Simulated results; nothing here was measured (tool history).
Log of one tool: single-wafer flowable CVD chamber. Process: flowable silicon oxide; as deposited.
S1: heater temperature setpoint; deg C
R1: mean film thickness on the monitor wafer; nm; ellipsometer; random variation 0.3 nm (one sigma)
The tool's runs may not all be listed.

run 1 hour=0.0 | S1=110 chamber_pressure_(Torr)=0.800 RF_power_(kW)=2.090 deposition_time_(s)=411 | R1=188.69
run 2 hour=5.7 | S1=115 chamber_pressure_(Torr)=0.799 RF_power_(kW)=2.090 deposition_time_(s)=411 | R1=159.66
run 3 hour=11.3 | S1=115 chamber_pressure_(Torr)=0.799 RF_power_(kW)=2.210 deposition_time_(s)=411 | R1=161.52
run 4 hour=17.8 | S1=115 chamber_pressure_(Torr)=0.799 RF_power_(kW)=2.210 deposition_time_(s)=390 | R1=154.18
run 5 hour=26.2 | S1=115 chamber_pressure_(Torr)=0.799 RF_power_(kW)=2.375 deposition_time_(s)=390 | R1=154.81
run 6 hour=35.3 | S1=118 chamber_pressure_(Torr)=0.798 RF_power_(kW)=2.375 deposition_time_(s)=390 | R1=141.16
run 7 hour=39.9 | S1=120 chamber_pressure_(Torr)=0.797 RF_power_(kW)=2.375 deposition_time_(s)=390 | R1=132.81
run 8 hour=44.6 | S1=122 chamber_pressure_(Torr)=0.796 RF_power_(kW)=2.375 deposition_time_(s)=390 | R1=126.12
run 9 hour=47.5 | S1=124 chamber_pressure_(Torr)=0.796 RF_power_(kW)=2.375 deposition_time_(s)=390 | R1=119.31
run 10 hour=51.8 | S1=125 chamber_pressure_(Torr)=0.796 RF_power_(kW)=2.375 deposition_time_(s)=390 | R1=116.54

Run 11 comes next. What will it give?
run 11 hour=56.5 | S1=126 chamber_pressure_(Torr)=0.796 RF_power_(kW)=2.375 deposition_time_(s)=390 | R1=?

R1: 113.41 nm
